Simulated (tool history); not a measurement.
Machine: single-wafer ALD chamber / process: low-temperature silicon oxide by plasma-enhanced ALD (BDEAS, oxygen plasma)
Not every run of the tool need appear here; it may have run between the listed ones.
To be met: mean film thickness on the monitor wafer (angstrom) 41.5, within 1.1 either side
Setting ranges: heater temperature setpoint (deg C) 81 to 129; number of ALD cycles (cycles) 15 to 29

run  hour  heater temperature setpoint (deg C)  number of ALD cycles (cycles)  mean film thickness on the monitor wafer (angstrom)
  1     0                                  105                             22                                               33.127
  2   6.5                                  104                             23                                               34.777
  3    11                                  103                             24                                               36.066
  4  17.9                                   99                             24                                               36.641
  5    26                                   98                             25                                               38.307
  6  33.9                                   98                             23                                               35.252
  7  38.9                                   97                             24                                               36.723
  8  45.6                                   96                             25                                                38.56
  9  53.5                                   95                             25                                               38.894

Next run, 4 choices. One meets every target within its allowed miss, the rest don't. Which?
  A  61.4                                   85                             26                                                    ?
  B  61.4                                   92                             25                                                    ?
  C  61.4                                  100                             26                                                    ?
  D  61.4                                   98                             26                                                    ?

move  mean film thickness on the monitor wafer (angstrom)
   A                                               41.815
   B                                                39.17
   C                                               39.503
   D                                               39.811
A: every result within its allowed miss
B: nearer than the last run, and not there yet
C: nearer than the last run, and not there yet
D: nearer than the last run, and not there yet
Answer: A

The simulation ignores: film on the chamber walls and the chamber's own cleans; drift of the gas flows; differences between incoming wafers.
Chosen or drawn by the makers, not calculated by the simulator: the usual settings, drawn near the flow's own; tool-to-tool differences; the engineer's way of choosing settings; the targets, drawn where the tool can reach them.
